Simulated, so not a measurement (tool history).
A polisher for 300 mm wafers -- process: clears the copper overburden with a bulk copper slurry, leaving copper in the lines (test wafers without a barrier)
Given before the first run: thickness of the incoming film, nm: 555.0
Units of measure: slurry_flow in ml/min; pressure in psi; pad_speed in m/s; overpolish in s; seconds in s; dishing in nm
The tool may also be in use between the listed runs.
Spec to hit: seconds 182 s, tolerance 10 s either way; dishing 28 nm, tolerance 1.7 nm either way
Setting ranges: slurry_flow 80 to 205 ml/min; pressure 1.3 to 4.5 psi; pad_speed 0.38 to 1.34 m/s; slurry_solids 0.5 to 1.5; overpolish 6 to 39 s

| run | hour | slurry_flow | pressure | pad_speed | slurry_solids | overpolish | seconds | dishing |
|---|---|---|---|---|---|---|---|---|
| 1 | 0 | 135 | 2.9 | 0.86 | 1 | 20 | 67.091 | 76.5 |
| 2 | 2.1 | 135 | 2.9 | 0.86 | 0.85 | 20 | 67.766 | 72.132 |
| 3 | 4.2 | 135 | 2.9 | 0.74 | 0.85 | 20 | 78.75 | 66.861 |
| 4 | 9.2 | 135 | 2.5 | 0.68 | 0.8 | 18 | 99.484 | 51.722 |
| 5 | 13.5 | 135 | 2.5 | 0.68 | 0.6 | 18 | 101.39 | 51.403 |
| 6 | 19.2 | 110 | 2.5 | 0.68 | 0.6 | 18 | 102.73 | 49.705 |
| 7 | 26.2 | 105 | 1.7 | 0.48 | 0.55 | 12 | 218.63 | 18.538 |
| 8 | 32.1 | 110 | 1.8 | 0.48 | 0.55 | 13 | 205.45 | 21.072 |
| 9 | 35.1 | 115 | 1.8 | 0.48 | 0.55 | 14 | 203.04 | 22.758 |
| 10 | 36.9 | 145 | 2.1 | 0.48 | 0.55 | 17 | 172.39 | 30.983 |

4 next moves are on the table. One of them brings every result within its allowed miss. Which?
| A | 38.7 | 175 | 1.5 | 0.52 | 0.65 | 18 | ? | ? |
| B | 38.7 | 150 | 2 | 0.48 | 0.5 | 14 | ? | ? |
| C | 38.7 | 145 | 2.1 | 0.4 | 0.5 | 18 | ? | ? |
| D | 38.7 | 135 | 2.4 | 0.38 | 0.75 | 15 | ? | ? |

| move | seconds | dishing |
|---|---|---|
| A | 202.85 | 27.995 |
| B | 176.98 | 25.772 |
| C | 201.65 | 28.716 |
| D | 177.21 | 27.598 |
A: meets the target for the result that was furthest off, but another lies outside its allowed miss
B: the result that was furthest off in the last run now lies on the other side of its target
C: meets the target for the result that was furthest off, but another lies outside its allowed miss
D: every result lands within tolerance
Go with D: it meets all targets.
